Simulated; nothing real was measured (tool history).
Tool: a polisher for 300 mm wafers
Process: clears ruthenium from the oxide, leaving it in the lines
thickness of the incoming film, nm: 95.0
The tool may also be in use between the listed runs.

run	hour	flow of slurry (ml/min)	pressure of the wafer on the pad (psi)	speed of the pad under the wafer (m/s)	overpolish time after the end point (s)	time until the end point was called (s)
1	0.0	145	1.5	1.26	43	98.866
2	8.8	145	1.5	1.26	43	99.507
3	16.7	145	1.5	1.26	43	99.190
4	22.5	140	1.4	1.26	43	105.870
5	30.5	140	1.7	1.26	43	91.636
6	38.4	140	1.7	1.12	43	100.640
7	44.1	130	1.6	1.12	43	109.160

Run 8 comes next. What will it give?
8	50.5	125	1.6	1.12	43	?

{"run 8": {"time until the end point was called (s)": 108.77}}
